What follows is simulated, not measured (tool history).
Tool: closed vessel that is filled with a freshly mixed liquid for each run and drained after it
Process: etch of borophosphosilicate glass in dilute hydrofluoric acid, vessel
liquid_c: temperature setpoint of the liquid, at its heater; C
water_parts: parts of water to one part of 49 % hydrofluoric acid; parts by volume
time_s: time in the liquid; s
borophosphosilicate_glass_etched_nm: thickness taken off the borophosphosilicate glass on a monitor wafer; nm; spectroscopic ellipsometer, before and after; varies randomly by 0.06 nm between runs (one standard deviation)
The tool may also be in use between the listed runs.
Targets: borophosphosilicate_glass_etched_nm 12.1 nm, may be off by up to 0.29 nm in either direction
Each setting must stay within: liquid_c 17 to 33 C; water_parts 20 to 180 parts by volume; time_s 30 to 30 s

| run | day | liquid_c | water_parts | time_s | borophosphosilicate_glass_etched_nm |
|---|---|---|---|---|---|
| 1 | 0 | 25 | 100 | 30 | 20.401 |
| 2 | 0.083 | 24 | 105 | 30 | 18.49 |
| 3 | 0.45 | 21.5 | 105 | 30 | 16.695 |
| 4 | 0.571 | 21.5 | 105 | 30 | 16.74 |
| 5 | 0.892 | 24.5 | 105 | 30 | 18.938 |
| 6 | 0.996 | 23.5 | 105 | 30 | 18.091 |
| 7 | 1.35 | 19.5 | 120 | 30 | 13.378 |
| 8 | 1.458 | 19 | 120 | 30 | 13.07 |
| 9 | 1.8 | 18 | 120 | 30 | 12.637 |

Which one of the following 4 next-run settings gets every result inside its allowed miss? There is exactly one.
| A | 2.142 | 19 | 120 | 30 | ? |
| B | 2.142 | 18.5 | 120 | 30 | ? |
| C | 2.142 | 18.5 | 125 | 30 | ? |
| D | 2.142 | 17 | 115 | 30 | ? |

| move | borophosphosilicate_glass_etched_nm |
|---|---|
| A | 13.082 |
| B | 12.817 |
| C | 12.24 |
| D | 12.632 |
A: lands further from the targets than the last run did
B: lands further from the targets than the last run did
C: all results land within tolerance of their targets
D: about the same distance from the targets as the last run
The right move is C.
